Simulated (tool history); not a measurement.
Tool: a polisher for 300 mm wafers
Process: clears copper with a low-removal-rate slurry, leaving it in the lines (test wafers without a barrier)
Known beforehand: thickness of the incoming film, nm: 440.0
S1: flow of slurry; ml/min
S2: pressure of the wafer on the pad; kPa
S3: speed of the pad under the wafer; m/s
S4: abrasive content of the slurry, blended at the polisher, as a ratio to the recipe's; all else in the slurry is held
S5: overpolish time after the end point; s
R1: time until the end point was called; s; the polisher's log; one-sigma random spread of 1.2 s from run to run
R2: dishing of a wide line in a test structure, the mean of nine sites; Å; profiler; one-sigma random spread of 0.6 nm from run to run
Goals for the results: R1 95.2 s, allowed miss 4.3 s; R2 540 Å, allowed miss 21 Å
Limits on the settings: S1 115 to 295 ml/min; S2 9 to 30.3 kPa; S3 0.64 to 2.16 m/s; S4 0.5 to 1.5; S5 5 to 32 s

{"run": 1, "day": 0.0, "S1": 190, "S2": 19.3, "S3": 1.4, "S4": 1, "S5": 16, "R1": 96.649, "R2": 433.47}
{"run": 2, "day": 0.125, "S1": 190, "S2": 19.3, "S3": 1.4, "S4": 0.9, "S5": 16, "R1": 96.977, "R2": 416.48}
{"run": 3, "day": 0.417, "S1": 190, "S2": 19.3, "S3": 1.4, "S4": 1, "S5": 17, "R1": 93.378, "R2": 444.9}
{"run": 4, "day": 0.696, "S1": 185, "S2": 19.3, "S3": 1.4, "S4": 1, "S5": 18, "R1": 93.495, "R2": 464.04}
{"run": 5, "day": 0.792, "S1": 185, "S2": 23.4, "S3": 1.4, "S4": 1, "S5": 18, "R1": 78.4, "R2": 528.86}
{"run": 6, "day": 0.954, "S1": 185, "S2": 23.4, "S3": 1.08, "S4": 1, "S5": 18, "R1": 100.17, "R2": 447.43}
{"run": 7, "day": 1.1, "S1": 185, "S2": 23.4, "S3": 1.08, "S4": 1, "S5": 19, "R1": 102.86, "R2": 468.4}
{"run": 8, "day": 1.183, "S1": 185, "S2": 24.1, "S3": 1.08, "S4": 1, "S5": 19, "R1": 100.78, "R2": 480.88}
{"run": 9, "day": 1.325, "S1": 185, "S2": 24.8, "S3": 1.08, "S4": 1, "S5": 19, "R1": 97.441, "R2": 487.4}
{"run": 10, "day": 1.592, "S1": 185, "S2": 25.5, "S3": 1.08, "S4": 1, "S5": 20, "R1": 92.36, "R2": 520.05}
{"run": 11, "day": 1.771, "S1": 185, "S2": 24.8, "S3": 1.08, "S4": 1, "S5": 21, "R1": 95.175, "R2": 524.16}

Which of these 5 next moves meets every target?
{"run": "A", "day": 1.95, "S1": 185, "S2": 24.1, "S3": 1.06, "S4": 1.2, "S5": 23, "R1": "?", "R2": "?"}
{"run": "B", "day": 1.95, "S1": 205, "S2": 24.1, "S3": 0.92, "S4": 1.15, "S5": 26, "R1": "?", "R2": "?"}
{"run": "C", "day": 1.95, "S1": 165, "S2": 24.1, "S3": 1.1, "S4": 1, "S5": 20, "R1": "?", "R2": "?"}
{"run": "D", "day": 1.95, "S1": 235, "S2": 24.1, "S3": 1.24, "S4": 0.95, "S5": 17, "R1": "?", "R2": "?"}
{"run": "E", "day": 1.95, "S1": 205, "S2": 23.4, "S3": 1.2, "S4": 0.85, "S5": 18, "R1": "?", "R2": "?"}

move=A R1=95.656 R2=551.06
move=B R1=109.39 R2=547.22
move=C R1=98.165 R2=496.64
move=D R1=84.949 R2=490.84
move=E R1=94.24 R2=475.06
A: all results in spec
B: brings the result that was furthest off to its target, and leaves another outside
C: misses by more than the last run did
D: misses by more than the last run did
E: misses by more than the last run did
Correct choice: A, which meets every target
